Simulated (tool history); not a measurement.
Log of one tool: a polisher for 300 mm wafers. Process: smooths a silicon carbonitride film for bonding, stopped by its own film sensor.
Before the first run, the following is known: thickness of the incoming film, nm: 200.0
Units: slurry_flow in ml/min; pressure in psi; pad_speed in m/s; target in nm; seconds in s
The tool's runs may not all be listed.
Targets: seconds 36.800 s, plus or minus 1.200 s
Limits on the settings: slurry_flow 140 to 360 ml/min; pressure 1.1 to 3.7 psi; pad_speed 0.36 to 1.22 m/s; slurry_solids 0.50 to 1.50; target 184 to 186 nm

run,hour,slurry_flow,pressure,pad_speed,slurry_solids,target,seconds
1,0.0,230,2.4,0.78,1.00,184,74.258
2,6.9,180,2.4,0.78,1.00,184,74.728
3,10.1,180,2.4,0.78,1.00,184,74.565
4,13.3,180,2.7,0.82,1.00,184,65.240
5,15.5,180,2.9,0.88,1.00,184,57.170
6,18.5,180,3.1,0.92,1.00,184,52.184
7,20.5,180,3.2,0.96,1.00,184,47.982
# hour 27.5: slurry blender recalibrated
8,27.5,180,3.3,0.98,1.00,184,34.583
9,36.1,175,3.3,0.98,1.00,184,34.496
10,37.0,180,3.3,0.98,1.00,184,35.073
11,41.4,175,3.3,0.98,1.00,184,34.501
12,46.9,180,3.3,0.98,1.00,184,35.059
13,55.1,175,3.3,0.98,1.00,184,35.068
14,59.9,180,3.3,0.98,1.00,184,34.664

Exactly one of the 5 candidate moves below puts every result within its allowed miss. Which one?
A,64.7,210,3.6,0.76,0.90,185,?
B,64.7,180,3.1,0.94,0.85,185,?
C,64.7,165,3.5,0.98,1.05,184,?
D,64.7,145,3.5,1.00,0.95,185,?
E,64.7,175,3.0,0.94,0.90,186,?

move,seconds
A,39.305
B,40.453
C,32.700
D,32.672
E,37.456
A: pushes the last run's worst result past its target
B: pushes the last run's worst result past its target
C: moves away from the targets compared with the last run
D: moves away from the targets compared with the last run
E: meets every target
Move E is the one to make.

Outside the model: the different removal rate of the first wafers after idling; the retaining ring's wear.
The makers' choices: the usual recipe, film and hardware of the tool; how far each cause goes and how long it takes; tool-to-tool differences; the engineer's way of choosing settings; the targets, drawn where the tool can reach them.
